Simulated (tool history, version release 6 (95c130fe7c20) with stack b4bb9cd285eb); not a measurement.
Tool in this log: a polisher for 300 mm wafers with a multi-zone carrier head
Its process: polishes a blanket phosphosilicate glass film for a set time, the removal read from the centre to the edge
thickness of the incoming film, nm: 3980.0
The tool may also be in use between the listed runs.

run	hour	flow of slurry (ml/min)	pressure of the head's centre zone	pressure of the head's middle zone	pressure of the head's edge zone	abrasive content of the slurry	polishing time (s)	film removed at the wafer's centre (angstrom)	film removed at mid-radius (angstrom)	film removed at the wafer's edge (angstrom)
1	0.0	240	1.00	1.00	1.00	1.00	45	2484.6	2403.8	2454.8
2	3.1	240	1.00	0.95	1.00	1.00	45	2507.7	2300.4	2440.3
3	12.1	240	1.00	0.95	1.00	1.10	45	2621.1	2393.7	2509.8
4	14.6	240	0.92	0.95	1.00	1.10	45	2437.9	2378.6	2557.0
5	19.2	240	0.92	0.95	0.93	1.10	45	2368.7	2376.1	2496.7
6	22.5	245	0.94	0.94	0.96	1.15	46	2546.8	2487.3	2608.5
7	30.0	240	0.96	0.93	0.99	1.20	47	2703.8	2561.1	2763.4
8	35.3	245	0.99	0.93	1.01	1.25	48	2881.7	2640.1	2844.7
9	41.5	245	1.01	0.93	1.03	1.30	49	3050.0	2721.9	2999.9
10	48.1	250	1.04	0.94	1.05	1.35	49	3209.8	2789.1	3076.0
11	50.4	255	1.06	0.95	1.07	1.35	49	3220.3	2812.3	3105.2
12	58.0	260	1.08	0.95	1.07	1.35	50	3397.2	2916.4	3170.4
13	66.0	270	1.10	0.95	1.08	1.35	50	3504.8	2870.1	3192.8
14	70.8	280	1.11	0.96	1.09	1.35	50	3479.2	2928.2	3193.0

For run 15, what comes out?
15	74.7	290	1.19	0.93	1.12	1.50	52	?	?	?

Run 15 measured film removed at the wafer's centre (angstrom) 4099.3, film removed at mid-radius (angstrom) 3052.0, film removed at the wafer's edge (angstrom) 3478.1.
